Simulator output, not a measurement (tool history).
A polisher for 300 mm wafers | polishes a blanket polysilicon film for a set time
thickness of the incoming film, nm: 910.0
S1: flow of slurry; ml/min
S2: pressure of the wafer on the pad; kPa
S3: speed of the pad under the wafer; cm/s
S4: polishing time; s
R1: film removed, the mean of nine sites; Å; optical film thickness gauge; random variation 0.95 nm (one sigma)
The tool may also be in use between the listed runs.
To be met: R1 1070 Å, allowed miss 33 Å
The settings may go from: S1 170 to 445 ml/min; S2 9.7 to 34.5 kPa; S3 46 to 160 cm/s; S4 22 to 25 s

Run 1, hour 0: S1 285 ml/min, S2 22.1 kPa, S3 102 cm/s, S4 25 s. Result: R1 2394.9 Å.
Run 2, hour 5.1: S1 285 ml/min, S2 22.1 kPa, S3 80 cm/s, S4 25 s. Result: R1 1912.4 Å.
Run 3, hour 6.2: S1 285 ml/min, S2 22.1 kPa, S3 62 cm/s, S4 25 s. Result: R1 1475.6 Å.
Run 4, hour 14.8: S1 310 ml/min, S2 22.1 kPa, S3 62 cm/s, S4 25 s. Result: R1 1511.7 Å.
Run 5, hour 23.5: S1 310 ml/min, S2 20 kPa, S3 62 cm/s, S4 25 s. Result: R1 1365.7 Å.
Run 6, hour 25: S1 310 ml/min, S2 17.9 kPa, S3 62 cm/s, S4 25 s. Result: R1 1232.3 Å.
Run 7, hour 27.4: S1 310 ml/min, S2 17.9 kPa, S3 62 cm/s, S4 25 s. Result: R1 1243.4 Å.
Run 8, hour 32.3: S1 310 ml/min, S2 17.2 kPa, S3 62 cm/s, S4 25 s. Result: R1 1190.9 Å.
Run 9, hour 40.4: S1 310 ml/min, S2 16.5 kPa, S3 62 cm/s, S4 25 s. Result: R1 1125.6 Å.
Run 10, hour 45.2: S1 305 ml/min, S2 16.5 kPa, S3 62 cm/s, S4 25 s. Result: R1 1129.3 Å.

Which of these 5 next moves meets every target?
Run A, hour 50: S1 310 ml/min, S2 15.9 kPa, S3 80 cm/s, S4 22 s. Result: R1 ?.
Run B, hour 50: S1 315 ml/min, S2 15.9 kPa, S3 66 cm/s, S4 25 s. Result: R1 ?.
Run C, hour 50: S1 270 ml/min, S2 15.9 kPa, S3 64 cm/s, S4 24 s. Result: R1 ?.
Run D, hour 50: S1 280 ml/min, S2 15.9 kPa, S3 66 cm/s, S4 22 s. Result: R1 ?.
Run E, hour 50: S1 320 ml/min, S2 18.6 kPa, S3 62 cm/s, S4 22 s. Result: R1 ?.

move      R1
   A  1214.7
   B  1156.9
   C  1064.4
   D  1007.2
   E  1123.2
A: further off than the last run
B: further off than the last run
C: meets every target
D: takes the result that was furthest off past its target
E: nearer than the last run, and not there yet
The right move is C.
